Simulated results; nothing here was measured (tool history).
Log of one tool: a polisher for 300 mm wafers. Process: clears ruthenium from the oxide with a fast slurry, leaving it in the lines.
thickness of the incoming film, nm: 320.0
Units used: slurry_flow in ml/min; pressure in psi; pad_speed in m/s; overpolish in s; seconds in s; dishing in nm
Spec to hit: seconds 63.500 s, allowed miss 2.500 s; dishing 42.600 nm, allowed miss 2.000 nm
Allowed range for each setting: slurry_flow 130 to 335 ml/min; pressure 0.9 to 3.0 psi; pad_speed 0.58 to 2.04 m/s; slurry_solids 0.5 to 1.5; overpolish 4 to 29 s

run  hour  slurry_flow  pressure  pad_speed  slurry_solids  overpolish  seconds  dishing
  1   0.0          215       1.9       1.30            1.0          15   96.233   38.364
  2   5.1          215       1.9       1.30            1.2          15   89.563   41.721
  3  13.7          220       2.1       1.30            1.2          14   81.637   41.959
  4  16.7          220       1.7       1.30            1.2          14   97.503   35.605
  5  21.3          225       2.0       1.32            1.2          13   84.319   39.252
  6  23.5          225       1.5       1.32            1.2          13  110.740   30.748
  7  27.8          225       1.8       1.32            1.2          12   91.766   32.583
  8  29.5          225       2.0       1.32            1.2          12   86.088   35.566
  9  34.9          225       2.2       1.32            1.2          12   75.627   39.139
 10  39.4          225       2.3       1.32            1.2          12   73.504   41.132
 11  40.6          225       2.4       1.32            1.2          11   70.289   39.569
 12  42.3          225       2.5       1.32            1.2          11   67.550   40.092

4 next moves are on the table. One of them brings every result within its allowed miss. Which?
  A  44.0          230       2.2       1.34            1.2          13        ?        ?
  B  44.0          265       2.1       1.68            1.2          11        ?        ?
  C  44.0          155       1.7       1.66            1.5          12        ?        ?
  D  44.0          195       2.2       1.44            1.2          12        ?        ?

move  seconds  dishing
   A   75.724   42.060
   B   63.827   42.198
   C   78.880   37.943
   D   72.736   40.667
A: its largest miss is bigger than the last run's
B: hits every target within its allowed miss
C: its largest miss is bigger than the last run's
D: its largest miss is bigger than the last run's
Go with B: it meets all targets.

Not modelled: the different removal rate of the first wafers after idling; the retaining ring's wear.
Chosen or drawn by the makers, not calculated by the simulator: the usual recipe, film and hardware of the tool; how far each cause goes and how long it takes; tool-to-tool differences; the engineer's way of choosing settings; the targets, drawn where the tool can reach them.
